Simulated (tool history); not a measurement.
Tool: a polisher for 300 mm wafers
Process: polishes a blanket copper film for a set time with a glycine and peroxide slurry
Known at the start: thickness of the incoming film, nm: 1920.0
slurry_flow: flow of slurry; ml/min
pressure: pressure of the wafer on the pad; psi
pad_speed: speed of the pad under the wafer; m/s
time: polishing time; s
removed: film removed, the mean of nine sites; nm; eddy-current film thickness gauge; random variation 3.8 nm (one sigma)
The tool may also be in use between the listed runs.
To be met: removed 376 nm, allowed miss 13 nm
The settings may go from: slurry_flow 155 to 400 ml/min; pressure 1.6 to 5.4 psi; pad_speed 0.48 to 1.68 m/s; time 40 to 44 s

run 1 day=0 | slurry_flow=255 pressure=3.5 pad_speed=1.08 time=44 | removed=325.21
run 2 day=0.204 | slurry_flow=255 pressure=3.7 pad_speed=1.08 time=44 | removed=345.86
run 3 day=0.521 | slurry_flow=255 pressure=3.8 pad_speed=1.08 time=44 | removed=351.34
run 4 day=0.829 | slurry_flow=255 pressure=3.8 pad_speed=1.08 time=44 | removed=348.19
run 5 day=1.088 | slurry_flow=255 pressure=3.8 pad_speed=1.08 time=44 | removed=354.78
run 6 day=1.167 | slurry_flow=190 pressure=3.8 pad_speed=1.08 time=44 | removed=348.33
run 7 day=1.496 | slurry_flow=190 pressure=3.9 pad_speed=1.08 time=44 | removed=353.3
run 8 day=1.875 | slurry_flow=190 pressure=4 pad_speed=1.08 time=44 | removed=361.32

Which of these 5 next moves meets every target?
run A day=2.254 | slurry_flow=330 pressure=3.7 pad_speed=1.3 time=40 | removed=?
run B day=2.254 | slurry_flow=190 pressure=3.5 pad_speed=1.32 time=40 | removed=?
run C day=2.254 | slurry_flow=180 pressure=3.5 pad_speed=1.14 time=44 | removed=?
run D day=2.254 | slurry_flow=170 pressure=4.6 pad_speed=1.02 time=40 | removed=?
run E day=2.254 | slurry_flow=200 pressure=4.1 pad_speed=0.96 time=44 | removed=?

move=A removed=376.51
move=B removed=350.77
move=C removed=337.75
move=D removed=353.08
move=E removed=336.04
A: meets every target
B: further off than the last run
C: further off than the last run
D: further off than the last run
E: further off than the last run
The right move is A.

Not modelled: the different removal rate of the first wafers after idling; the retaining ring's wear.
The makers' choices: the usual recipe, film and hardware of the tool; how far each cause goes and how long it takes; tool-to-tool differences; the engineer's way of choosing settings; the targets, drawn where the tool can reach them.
